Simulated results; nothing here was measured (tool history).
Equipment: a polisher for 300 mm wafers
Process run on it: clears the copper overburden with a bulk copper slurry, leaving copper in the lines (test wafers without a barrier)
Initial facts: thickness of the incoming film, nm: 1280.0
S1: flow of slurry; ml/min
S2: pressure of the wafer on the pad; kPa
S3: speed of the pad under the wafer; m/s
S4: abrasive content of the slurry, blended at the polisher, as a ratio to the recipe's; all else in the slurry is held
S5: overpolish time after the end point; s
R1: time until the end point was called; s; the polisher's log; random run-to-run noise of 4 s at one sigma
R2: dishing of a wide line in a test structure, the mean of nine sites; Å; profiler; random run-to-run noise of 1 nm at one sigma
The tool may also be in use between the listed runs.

Run 1, hour 0: S1 135 ml/min, S2 17.2 kPa, S3 1.04 m/s, S4 1, S5 21 s. Result: R1 177.55 s, R2 847.86 Å.
Run 2, hour 3.4: S1 135 ml/min, S2 15.2 kPa, S3 1.04 m/s, S4 1, S5 21 s. Result: R1 202.77 s, R2 774.87 Å.
Run 3, hour 4.4: S1 135 ml/min, S2 13.8 kPa, S3 1.04 m/s, S4 1, S5 21 s. Result: R1 228.44 s, R2 713.91 Å.
Run 4, hour 10.1: S1 135 ml/min, S2 13.8 kPa, S3 1.04 m/s, S4 1.2, S5 21 s. Result: R1 215.67 s, R2 733.23 Å.
Run 5, hour 12.2: S1 135 ml/min, S2 13.8 kPa, S3 1.04 m/s, S4 1.3, S5 21 s. Result: R1 210.16 s, R2 735.26 Å.
Run 6, hour 16: S1 135 ml/min, S2 13.8 kPa, S3 1.04 m/s, S4 1.3, S5 29 s. Result: R1 216.3 s, R2 920.31 Å.
Run 7, hour 20.8: S1 135 ml/min, S2 12.4 kPa, S3 1.04 m/s, S4 1.3, S5 27 s. Result: R1 236.08 s, R2 799.46 Å.
Run 8, hour 23.6: S1 135 ml/min, S2 12.4 kPa, S3 1.04 m/s, S4 1.3, S5 27 s. Result: R1 236.66 s, R2 833.15 Å.

The next listed run, before its measurement:
Run 9, hour 25.3: S1 135 ml/min, S2 11.7 kPa, S3 1.04 m/s, S4 1.3, S5 26 s. Result: R1 ?, R2 ?.

{"run 9": {"R1": 249.29, "R2": 778.7}}
